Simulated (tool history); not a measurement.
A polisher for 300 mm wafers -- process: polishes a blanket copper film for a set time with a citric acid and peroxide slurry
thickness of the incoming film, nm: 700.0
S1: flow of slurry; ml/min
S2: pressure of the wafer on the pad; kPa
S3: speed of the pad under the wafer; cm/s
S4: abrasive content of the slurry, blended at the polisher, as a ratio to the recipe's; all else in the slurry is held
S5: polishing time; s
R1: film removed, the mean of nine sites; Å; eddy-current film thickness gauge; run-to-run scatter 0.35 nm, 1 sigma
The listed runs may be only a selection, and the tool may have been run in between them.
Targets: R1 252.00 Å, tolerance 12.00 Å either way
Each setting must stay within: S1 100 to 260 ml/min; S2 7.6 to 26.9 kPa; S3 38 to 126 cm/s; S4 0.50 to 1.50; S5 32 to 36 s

run    day   S1    S2  S3    S4  S5      R1
  1  0.000  165  17.2  82  1.00  36  499.86
  2  0.088  165  15.2  80  1.00  36  432.43
  3  0.150  165  15.2  80  1.00  32  388.18
  4  0.292  165  15.2  80  0.85  32  381.28
  5  0.342  165  17.9  80  0.85  32  444.85
  6  0.454  165  17.9  80  0.65  32  410.06
  7  0.617  160  13.1  76  0.65  32  300.82
  8  0.762  160  12.4  76  0.65  32  280.68
  9  0.879  155  10.3  76  0.65  32  231.66

Of the 4 settings listed for the next run, only one would bring every result within its allowed miss of target. Which one?
  A  0.996  175   9.7  84  0.55  34   ?
  B  0.996  175  11.7  68  0.70  35   ?
  C  0.996  155   7.6  86  0.55  33   ?
  D  0.996  165  12.4  52  0.50  32   ?

move      R1
   A  248.34
   B  269.47
   C  193.05
   D  192.36
A: hits every target within its allowed miss
B: takes the result that was furthest off past its target
C: its largest miss is bigger than the last run's
D: its largest miss is bigger than the last run's
The right move is A.
